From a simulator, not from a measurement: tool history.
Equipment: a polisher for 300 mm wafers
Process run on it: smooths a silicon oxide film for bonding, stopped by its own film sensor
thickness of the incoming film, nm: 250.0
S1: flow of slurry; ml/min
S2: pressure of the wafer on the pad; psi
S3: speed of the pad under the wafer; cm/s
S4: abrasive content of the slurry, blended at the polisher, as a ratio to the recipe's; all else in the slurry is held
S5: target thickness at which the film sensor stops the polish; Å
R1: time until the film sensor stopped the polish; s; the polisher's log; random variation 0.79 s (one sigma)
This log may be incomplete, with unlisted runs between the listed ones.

run 1 hour=0.0 | S1=130 S2=1.9 S3=86 S4=1.00 S5=2250 | R1=44.372
run 2 hour=4.6 | S1=130 S2=1.9 S3=86 S4=1.00 S5=2280 | R1=39.493
run 3 hour=6.6 | S1=130 S2=1.8 S3=86 S4=1.00 S5=2280 | R1=40.726
run 4 hour=12.5 | S1=130 S2=1.8 S3=86 S4=1.00 S5=2280 | R1=40.946
run 5 hour=20.7 | S1=160 S2=1.8 S3=86 S4=1.00 S5=2280 | R1=40.075
run 6 hour=25.8 | S1=160 S2=1.8 S3=86 S4=0.85 S5=2280 | R1=41.518
run 7 hour=31.3 | S1=160 S2=1.7 S3=86 S4=0.85 S5=2280 | R1=44.588
run 8 hour=35.0 | S1=160 S2=1.6 S3=86 S4=0.85 S5=2280 | R1=46.701
run 9 hour=40.5 | S1=160 S2=1.5 S3=86 S4=0.85 S5=2280 | R1=50.138

Forecast run 10:
run 10 hour=47.5 | S1=160 S2=1.4 S3=86 S4=0.85 S5=2280 | R1=?

Run 10 yielded R1 53.334 s.
